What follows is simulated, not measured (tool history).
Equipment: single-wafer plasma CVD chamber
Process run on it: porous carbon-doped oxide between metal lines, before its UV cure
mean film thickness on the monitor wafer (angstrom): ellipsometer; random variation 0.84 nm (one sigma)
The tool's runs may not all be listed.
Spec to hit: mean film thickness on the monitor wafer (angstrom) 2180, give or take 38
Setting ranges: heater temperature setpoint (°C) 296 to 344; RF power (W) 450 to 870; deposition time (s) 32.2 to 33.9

run  hour  heater temperature setpoint (°C)  RF power (W)  deposition time (s)  mean film thickness on the monitor wafer (angstrom)
  1     0                               320           660                 33.9                                               1909.1
  2   8.5                               309           660                 33.9                                               1992.8
  3  14.2                               309           660                 32.2                                               1905.5
  4  21.5                               309           660                 32.2                                               1905.4
  5  28.4                               307           685                 32.3                                               1982.3
  6  35.7                               307           635                 32.3                                               1901.5
  7  36.8                               305           660                 32.4                                               1958.8
  8  37.8                               303           680                 32.5                                               2023.7
  9  38.6                               302           690                 32.5                                               2056.6
 10  47.4                               301           700                 32.5                                               2083.1
 11  55.4                               300           705                 32.5                                               2085.6

Below are 4 possible settings for the next run. Only one of them brings all results inside the allowed miss of their targets. Which is it?
  A  63.4                               298           675                 32.2                                                    ?
  B  63.4                               298           585                 33.3                                                    ?
  C  63.4                               300           670                 32.2                                                    ?
  D  63.4                               296           700                 33.6                                                    ?

move  mean film thickness on the monitor wafer (angstrom)
   A                                               2037.5
   B                                               1957.6
   C                                               2009.9
   D                                               2185.4
A: lands further from the targets than the last run did
B: lands further from the targets than the last run did
C: lands further from the targets than the last run did
D: hits every target within its allowed miss
Move D is the one to make.
